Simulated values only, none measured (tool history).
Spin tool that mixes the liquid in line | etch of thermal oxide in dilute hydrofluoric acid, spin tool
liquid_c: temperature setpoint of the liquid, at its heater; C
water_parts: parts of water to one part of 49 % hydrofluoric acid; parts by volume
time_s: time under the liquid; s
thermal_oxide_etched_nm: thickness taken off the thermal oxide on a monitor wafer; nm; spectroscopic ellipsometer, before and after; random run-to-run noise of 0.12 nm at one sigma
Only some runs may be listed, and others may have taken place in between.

Run 1, hour 0: liquid_c 21 C, water_parts 135 parts by volume, time_s 245 s. Result: thermal_oxide_etched_nm 8.1226 nm.
Run 2, hour 1.7: liquid_c 21 C, water_parts 170 parts by volume, time_s 245 s. Result: thermal_oxide_etched_nm 6.2756 nm.
Run 3, hour 2.4: liquid_c 21 C, water_parts 170 parts by volume, time_s 265 s. Result: thermal_oxide_etched_nm 6.7567 nm.
Run 4, hour 4.2: liquid_c 21 C, water_parts 205 parts by volume, time_s 265 s. Result: thermal_oxide_etched_nm 5.4002 nm.
Run 5, hour 11.3: liquid_c 23 C, water_parts 165 parts by volume, time_s 265 s. Result: thermal_oxide_etched_nm 7.5517 nm.
Run 6, hour 19.6: liquid_c 23 C, water_parts 165 parts by volume, time_s 245 s. Result: thermal_oxide_etched_nm 6.9439 nm.
Run 7, hour 21.2: liquid_c 24.5 C, water_parts 130 parts by volume, time_s 245 s. Result: thermal_oxide_etched_nm 9.759 nm.
Run 8, hour 22.3: liquid_c 25.5 C, water_parts 105 parts by volume, time_s 245 s. Result: thermal_oxide_etched_nm 12.951 nm.
Run 9, hour 29.8: liquid_c 26.5 C, water_parts 90 parts by volume, time_s 245 s. Result: thermal_oxide_etched_nm 16.005 nm.
Run 10, hour 37.3: liquid_c 26.5 C, water_parts 90 parts by volume, time_s 245 s. Result: thermal_oxide_etched_nm 16.05 nm.
Run 11, hour 39.7: liquid_c 26.5 C, water_parts 90 parts by volume, time_s 245 s. Result: thermal_oxide_etched_nm 15.919 nm.
Run 12, hour 48.6: liquid_c 27 C, water_parts 80 parts by volume, time_s 245 s. Result: thermal_oxide_etched_nm 18.798 nm.
Run 13, hour 52: liquid_c 27.5 C, water_parts 75 parts by volume, time_s 245 s. Result: thermal_oxide_etched_nm 20.445 nm.

Estimate the outcome of run 14 from the log above:
Run 14, hour 53.5: liquid_c 28 C, water_parts 75 parts by volume, time_s 245 s. Result: thermal_oxide_etched_nm ?.

Run 14 measured thermal_oxide_etched_nm 20.966 nm.

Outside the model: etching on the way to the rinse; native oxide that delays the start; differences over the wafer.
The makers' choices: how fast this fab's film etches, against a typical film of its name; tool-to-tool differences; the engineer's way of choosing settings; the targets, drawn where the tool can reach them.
